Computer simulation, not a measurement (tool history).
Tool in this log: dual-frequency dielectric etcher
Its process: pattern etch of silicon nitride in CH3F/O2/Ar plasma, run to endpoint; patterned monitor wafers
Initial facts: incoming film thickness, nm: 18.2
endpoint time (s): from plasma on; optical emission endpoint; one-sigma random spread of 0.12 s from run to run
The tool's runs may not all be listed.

run 1 hour=0.0 | source_power_(W)=480 bias_power_(W)=69 | endpoint_time_(s)=25.696
run 2 hour=1.0 | source_power_(W)=540 bias_power_(W)=69 | endpoint_time_(s)=24.746
run 3 hour=3.8 | source_power_(W)=490 bias_power_(W)=68 | endpoint_time_(s)=25.600
run 4 hour=10.9 | source_power_(W)=450 bias_power_(W)=67 | endpoint_time_(s)=26.457
run 5 hour=12.6 | source_power_(W)=420 bias_power_(W)=66 | endpoint_time_(s)=27.406
run 6 hour=17.3 | source_power_(W)=400 bias_power_(W)=66 | endpoint_time_(s)=27.698

Expected results for the next run?
run 7 hour=23.2 | source_power_(W)=380 bias_power_(W)=66 | endpoint_time_(s)=?

endpoint time (s): 28.379

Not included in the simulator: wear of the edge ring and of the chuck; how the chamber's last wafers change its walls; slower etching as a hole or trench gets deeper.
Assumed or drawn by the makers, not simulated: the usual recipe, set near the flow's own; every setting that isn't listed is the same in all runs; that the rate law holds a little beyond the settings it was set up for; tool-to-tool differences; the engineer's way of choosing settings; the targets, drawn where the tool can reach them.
